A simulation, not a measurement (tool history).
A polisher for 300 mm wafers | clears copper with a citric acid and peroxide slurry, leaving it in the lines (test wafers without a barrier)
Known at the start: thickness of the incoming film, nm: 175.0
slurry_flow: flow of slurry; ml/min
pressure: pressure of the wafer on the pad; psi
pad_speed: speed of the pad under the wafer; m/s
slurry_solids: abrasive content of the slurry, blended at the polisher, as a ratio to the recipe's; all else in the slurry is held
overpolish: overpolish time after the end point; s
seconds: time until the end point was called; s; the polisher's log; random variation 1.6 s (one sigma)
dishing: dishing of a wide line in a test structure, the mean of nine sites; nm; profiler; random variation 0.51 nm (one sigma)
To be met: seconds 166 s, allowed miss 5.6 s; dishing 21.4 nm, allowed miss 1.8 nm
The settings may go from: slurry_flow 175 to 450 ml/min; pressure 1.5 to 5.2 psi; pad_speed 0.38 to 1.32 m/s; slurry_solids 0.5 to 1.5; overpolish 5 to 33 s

{"run": 1, "hour": 0.0, "slurry_flow": 290, "pressure": 3.3, "pad_speed": 0.84, "slurry_solids": 1, "overpolish": 17, "seconds": 86.165, "dishing": 22.61}
{"run": 2, "hour": 2.3, "slurry_flow": 290, "pressure": 2.7, "pad_speed": 0.8, "slurry_solids": 1, "overpolish": 20, "seconds": 108.6, "dishing": 22.188}
{"run": 3, "hour": 3.4, "slurry_flow": 290, "pressure": 2.7, "pad_speed": 0.64, "slurry_solids": 1, "overpolish": 20, "seconds": 128.56, "dishing": 19.722}
{"run": 4, "hour": 8.0, "slurry_flow": 290, "pressure": 2.4, "pad_speed": 0.64, "slurry_solids": 1, "overpolish": 22, "seconds": 142.16, "dishing": 18.496}
{"run": 5, "hour": 11.0, "slurry_flow": 290, "pressure": 2.3, "pad_speed": 0.64, "slurry_solids": 1, "overpolish": 24, "seconds": 150.65, "dishing": 19.284}
{"run": 6, "hour": 13.1, "slurry_flow": 290, "pressure": 2.2, "pad_speed": 0.64, "slurry_solids": 1, "overpolish": 25, "seconds": 155.31, "dishing": 19.421}
{"run": 7, "hour": 20.9, "slurry_flow": 290, "pressure": 2.2, "pad_speed": 0.64, "slurry_solids": 1, "overpolish": 26, "seconds": 155.72, "dishing": 20.228}
{"run": 8, "hour": 22.8, "slurry_flow": 290, "pressure": 2.2, "pad_speed": 0.64, "slurry_solids": 1, "overpolish": 27, "seconds": 153.95, "dishing": 20.697}

Which of these 5 next moves meets every target?
{"run": "A", "hour": 24.7, "slurry_flow": 300, "pressure": 2.4, "pad_speed": 0.58, "slurry_solids": 1.05, "overpolish": 27, "seconds": "?", "dishing": "?"}
{"run": "B", "hour": 24.7, "slurry_flow": 340, "pressure": 2, "pad_speed": 0.56, "slurry_solids": 1.05, "overpolish": 31, "seconds": "?", "dishing": "?"}
{"run": "C", "hour": 24.7, "slurry_flow": 385, "pressure": 2, "pad_speed": 0.8, "slurry_solids": 1, "overpolish": 25, "seconds": "?", "dishing": "?"}
{"run": "D", "hour": 24.7, "slurry_flow": 230, "pressure": 1.9, "pad_speed": 0.64, "slurry_solids": 1.05, "overpolish": 27, "seconds": "?", "dishing": "?"}
{"run": "E", "hour": 24.7, "slurry_flow": 250, "pressure": 1.9, "pad_speed": 0.74, "slurry_solids": 0.9, "overpolish": 30, "seconds": "?", "dishing": "?"}

move=A seconds=148.13 dishing=21.13
move=B seconds=178.2 dishing=20.128
move=C seconds=137.94 dishing=20.849
move=D seconds=176.82 dishing=17.857
move=E seconds=165.36 dishing=20.827
A: further off than the last run
B: takes the result that was furthest off past its target
C: further off than the last run
D: takes the result that was furthest off past its target
E: meets every target
Move E is the one to make.
